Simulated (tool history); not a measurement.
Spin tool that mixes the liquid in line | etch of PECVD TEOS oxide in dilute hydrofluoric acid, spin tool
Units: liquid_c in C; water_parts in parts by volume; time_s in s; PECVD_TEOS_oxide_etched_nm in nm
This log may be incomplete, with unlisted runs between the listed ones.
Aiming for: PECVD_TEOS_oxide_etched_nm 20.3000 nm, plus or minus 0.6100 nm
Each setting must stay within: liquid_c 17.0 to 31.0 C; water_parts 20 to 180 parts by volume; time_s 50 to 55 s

run,hour,liquid_c,water_parts,time_s,PECVD_TEOS_oxide_etched_nm
1,0.0,23.0,100,50,9.8319
2,5.5,24.0,95,50,10.9080
3,13.3,24.0,95,50,10.8930
4,20.9,24.0,130,50,7.6140
5,25.1,25.0,120,50,8.6898
6,33.7,26.0,110,50,9.8962
7,39.8,26.5,100,50,11.3750
8,44.9,27.0,95,50,12.1240
9,49.2,27.5,90,50,13.1760
# hour 53.5: hydrofluoric acid flow meter replaced
10,53.5,31.0,60,50,25.3970
11,60.8,30.5,60,50,24.9150
12,67.5,30.5,60,50,24.6340
13,72.6,30.0,60,50,24.4850
14,75.1,29.5,60,50,24.0220
15,79.9,29.0,60,50,23.3930
16,84.6,28.5,60,50,22.7090
17,85.6,28.0,60,50,22.8040
18,93.8,27.5,60,50,21.9670
19,95.6,27.5,60,50,21.9210
20,100.7,26.5,60,50,20.9170
21,108.1,26.5,60,50,21.2880

Below are 4 possible settings for the next run. Only one of them brings all results inside the allowed miss of their targets. Which is it?
A,115.5,23.5,55,50,?
B,115.5,27.0,60,55,?
C,115.5,27.0,60,50,?
D,115.5,25.0,60,55,?

move,PECVD_TEOS_oxide_etched_nm
A,20.7330
B,23.9270
C,21.7520
D,22.0800
A: every result lands within tolerance
B: its largest miss is bigger than the last run's
C: its largest miss is bigger than the last run's
D: its largest miss is bigger than the last run's
Answer: A

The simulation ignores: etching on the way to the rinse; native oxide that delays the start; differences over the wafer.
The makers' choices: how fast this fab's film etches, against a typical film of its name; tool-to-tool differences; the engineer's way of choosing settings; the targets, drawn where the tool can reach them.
